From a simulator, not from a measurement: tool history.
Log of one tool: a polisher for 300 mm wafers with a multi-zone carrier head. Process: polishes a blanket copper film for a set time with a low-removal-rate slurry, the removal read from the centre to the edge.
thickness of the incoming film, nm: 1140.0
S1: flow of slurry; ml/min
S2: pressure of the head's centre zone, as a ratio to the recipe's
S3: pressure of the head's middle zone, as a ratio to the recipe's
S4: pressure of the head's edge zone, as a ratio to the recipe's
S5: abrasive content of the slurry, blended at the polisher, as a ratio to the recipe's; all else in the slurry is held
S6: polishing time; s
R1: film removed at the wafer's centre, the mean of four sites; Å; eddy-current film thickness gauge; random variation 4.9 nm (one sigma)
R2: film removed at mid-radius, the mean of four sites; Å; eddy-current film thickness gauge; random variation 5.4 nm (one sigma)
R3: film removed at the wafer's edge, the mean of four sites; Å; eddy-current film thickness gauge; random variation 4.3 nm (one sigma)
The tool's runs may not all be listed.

Run 1, hour 0.0: S1 195 ml/min, S2 1.00, S3 1.00, S4 1.00, S5 1.00, S6 66 s. Result: R1 2987.0 Å, R2 2881.7 Å, R3 2860.0 Å.
Run 2, hour 7.3: S1 195 ml/min, S2 0.95, S3 1.00, S4 1.00, S5 1.00, S6 66 s. Result: R1 2837.6 Å, R2 2845.2 Å, R3 2892.2 Å.
Run 3, hour 14.5: S1 230 ml/min, S2 0.95, S3 1.00, S4 1.00, S5 1.00, S6 66 s. Result: R1 2918.0 Å, R2 2900.0 Å, R3 2927.8 Å.
Run 4, hour 20.6: S1 230 ml/min, S2 0.95, S3 1.00, S4 1.00, S5 1.00, S6 52 s. Result: R1 2236.1 Å, R2 2368.9 Å, R3 2302.3 Å.
Run 5, hour 29.2: S1 230 ml/min, S2 1.01, S3 1.00, S4 1.00, S5 1.00, S6 52 s. Result: R1 2420.6 Å, R2 2311.0 Å, R3 2293.4 Å.
Run 6, hour 31.5: S1 230 ml/min, S2 1.02, S3 1.01, S4 1.03, S5 1.15, S6 60 s. Result: R1 2895.5 Å, R2 2789.3 Å, R3 2801.5 Å.

Forecast run 7:
Run 7, hour 34.5: S1 235 ml/min, S2 1.05, S3 1.02, S4 1.06, S5 1.25, S6 65 s. Result: R1 ?, R2 ?, R3 ?.

Run 7 gave R1 3402.6 Å, R2 3124.3 Å, R3 3213.8 Å.
